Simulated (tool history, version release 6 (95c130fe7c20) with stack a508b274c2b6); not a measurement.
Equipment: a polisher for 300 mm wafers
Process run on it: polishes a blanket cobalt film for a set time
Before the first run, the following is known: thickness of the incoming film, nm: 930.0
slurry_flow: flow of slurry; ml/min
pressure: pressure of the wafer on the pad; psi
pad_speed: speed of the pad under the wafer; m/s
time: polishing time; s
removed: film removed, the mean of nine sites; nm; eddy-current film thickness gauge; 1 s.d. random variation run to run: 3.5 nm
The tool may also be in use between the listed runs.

run 1 day=0 | slurry_flow=150 pressure=1.6 pad_speed=1.28 time=82 | removed=424.81
run 2 day=0.054 | slurry_flow=150 pressure=1.9 pad_speed=1.28 time=82 | removed=463.24
run 3 day=0.354 | slurry_flow=150 pressure=1.8 pad_speed=1.28 time=82 | removed=448.63
run 4 day=0.408 | slurry_flow=150 pressure=1.7 pad_speed=1.28 time=82 | removed=424.43
run 5 day=0.567 | slurry_flow=150 pressure=1.7 pad_speed=1.28 time=82 | removed=430.58
run 6 day=0.8 | slurry_flow=130 pressure=1.7 pad_speed=1.28 time=82 | removed=427.43
-- day=1.058 head pressure recalibrated
run 7 day=1.058 | slurry_flow=130 pressure=1.6 pad_speed=1.28 time=82 | removed=426.09
run 8 day=1.208 | slurry_flow=130 pressure=1.5 pad_speed=1.28 time=82 | removed=407.61
run 9 day=1.362 | slurry_flow=130 pressure=1.4 pad_speed=1.28 time=82 | removed=398.58

Predict the results of run 10:
run 10 day=1.454 | slurry_flow=130 pressure=1.3 pad_speed=1.28 time=82 | removed=?

Run 10 yielded removed 384.32 nm.
